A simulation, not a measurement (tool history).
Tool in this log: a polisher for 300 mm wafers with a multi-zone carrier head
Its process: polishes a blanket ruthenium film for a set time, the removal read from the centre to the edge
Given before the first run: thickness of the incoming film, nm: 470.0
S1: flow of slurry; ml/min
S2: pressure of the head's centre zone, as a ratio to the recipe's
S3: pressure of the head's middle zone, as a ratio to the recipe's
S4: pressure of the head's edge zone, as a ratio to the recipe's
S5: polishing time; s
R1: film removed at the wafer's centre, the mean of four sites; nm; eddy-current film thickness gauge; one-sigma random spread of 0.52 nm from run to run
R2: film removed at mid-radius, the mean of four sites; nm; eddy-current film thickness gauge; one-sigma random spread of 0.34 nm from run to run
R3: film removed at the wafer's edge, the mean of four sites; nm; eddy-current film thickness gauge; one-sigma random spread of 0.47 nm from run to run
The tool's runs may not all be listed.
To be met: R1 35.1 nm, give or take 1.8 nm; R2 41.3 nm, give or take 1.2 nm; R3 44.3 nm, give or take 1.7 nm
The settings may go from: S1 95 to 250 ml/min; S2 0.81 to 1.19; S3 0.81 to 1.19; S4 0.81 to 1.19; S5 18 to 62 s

run	hour	S1	S2	S3	S4	S5	R1	R2	R3
1	0	160	1	1	1	40	35.736	36.114	36.812
2	1.1	165	0.98	1.01	1.03	40	36.183	36.256	36.732
3	3	155	0.95	1	1.02	42	36.313	37.526	38.205
4	11.2	145	0.93	1	1.04	43	35.016	37.5	37.995
5	14.4	110	0.93	1	1.04	43	32.958	35.432	36.274
6	18.9	110	0.93	1	1.04	39	29.506	31.941	33.746
7	22.2	120	0.91	1	1.06	40	30.816	33.83	35.829
8	27.6	135	0.9	1	1.08	40	31.278	34.538	36.183
9	35.3	145	0.89	1	1.1	41	32.41	36.012	37.708
10	42	150	0.88	1	1.11	42	32.866	37.125	39.018
11	49.7	155	0.87	1	1.12	42	33.279	37.22	39.053
12	52	155	0.86	1	1.13	43	34.334	38.196	40.713

Of the 5 settings listed for the next run, only one would bring every result within its allowed miss of target. Which one?
A	54.3	120	0.81	0.85	1.19	49	?	?	?
B	54.3	185	0.9	1.18	1.07	40	?	?	?
C	54.3	125	0.89	1.17	0.96	44	?	?	?
D	54.3	175	0.83	1.01	1.18	45	?	?	?
E	54.3	160	0.87	1.05	1.08	39	?	?	?

move	R1	R2	R3
A	35.043	37.391	45.273
B	34.892	40.975	37.325
C	34.602	41.266	36.69
D	36.193	41.386	43.905
E	32.051	36.126	35.905
A: the biggest miss grows against the last run
B: puts the biggest miss on target and leaves a different result outside tolerance
C: puts the biggest miss on target and leaves a different result outside tolerance
D: hits every target within its allowed miss
E: the biggest miss grows against the last run
D meets every target.

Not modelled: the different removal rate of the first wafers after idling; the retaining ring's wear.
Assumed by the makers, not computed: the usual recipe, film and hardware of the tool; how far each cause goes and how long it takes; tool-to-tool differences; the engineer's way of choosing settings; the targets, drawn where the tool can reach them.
